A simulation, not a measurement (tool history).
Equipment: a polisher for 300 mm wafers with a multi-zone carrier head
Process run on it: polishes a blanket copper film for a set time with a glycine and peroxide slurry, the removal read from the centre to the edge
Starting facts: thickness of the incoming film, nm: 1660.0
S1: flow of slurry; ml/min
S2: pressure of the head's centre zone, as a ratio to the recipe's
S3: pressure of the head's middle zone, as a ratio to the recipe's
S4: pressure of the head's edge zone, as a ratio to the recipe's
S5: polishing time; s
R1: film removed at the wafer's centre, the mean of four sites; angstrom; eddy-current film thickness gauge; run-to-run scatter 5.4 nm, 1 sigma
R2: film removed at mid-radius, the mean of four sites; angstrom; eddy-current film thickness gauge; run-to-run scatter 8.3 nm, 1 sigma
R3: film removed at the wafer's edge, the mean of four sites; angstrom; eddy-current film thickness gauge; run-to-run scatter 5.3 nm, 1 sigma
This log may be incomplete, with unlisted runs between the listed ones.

run,hour,S1,S2,S3,S4,S5,R1,R2,R3
1,0,210,1,1,1,86,4274.8,4387.2,4138.8
2,1.4,215,1.01,1.01,1.01,88,4439.2,4532.8,4259.7
3,4.9,215,1.01,1.01,1.01,103,5234.7,5232.3,5048.1
4,7.6,220,1.02,1.02,1.01,103,5283.9,5328.9,4996.6
5,9.9,225,1.02,1.03,1.02,103,5329.9,5401.2,4999.9
6,11.7,225,1.02,1.03,1.09,103,5344.6,5410.2,5232.9
7,13.2,230,1.02,1.04,1.09,103,5336.3,5483.7,5226.4

Run 8, settings as shown, results not yet in. Your forecast:
8,20.1,235,1.03,1.04,1.09,103,?,?,?

R1: 5386 angstrom
R2: 5469.2 angstrom
R3: 5301 angstrom
